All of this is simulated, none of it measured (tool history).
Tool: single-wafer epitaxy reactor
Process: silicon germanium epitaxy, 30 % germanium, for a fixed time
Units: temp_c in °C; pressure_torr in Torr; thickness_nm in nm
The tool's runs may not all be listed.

{"run": 1, "hour": 0.0, "temp_c": 585, "pressure_torr": 14.3, "thickness_nm": 41.343}
{"run": 2, "hour": 4.7, "temp_c": 582, "pressure_torr": 14.2, "thickness_nm": 39.02}
{"run": 3, "hour": 10.6, "temp_c": 582, "pressure_torr": 15.1, "thickness_nm": 39.535}
{"run": 4, "hour": 12.0, "temp_c": 579, "pressure_torr": 15.0, "thickness_nm": 36.793}
{"run": 5, "hour": 20.9, "temp_c": 577, "pressure_torr": 15.0, "thickness_nm": 35.014}
{"run": 6, "hour": 24.2, "temp_c": 576, "pressure_torr": 15.0, "thickness_nm": 34.098}
{"run": 7, "hour": 27.9, "temp_c": 575, "pressure_torr": 15.0, "thickness_nm": 33.655}
{"run": 8, "hour": 30.9, "temp_c": 574, "pressure_torr": 15.0, "thickness_nm": 32.706}
{"run": 9, "hour": 35.3, "temp_c": 573, "pressure_torr": 15.0, "thickness_nm": 32.319}

Forecast run 10:
{"run": 10, "hour": 42.6, "temp_c": 572, "pressure_torr": 15.0, "thickness_nm": "?"}

Run 10 gave thickness_nm 31.757 nm.
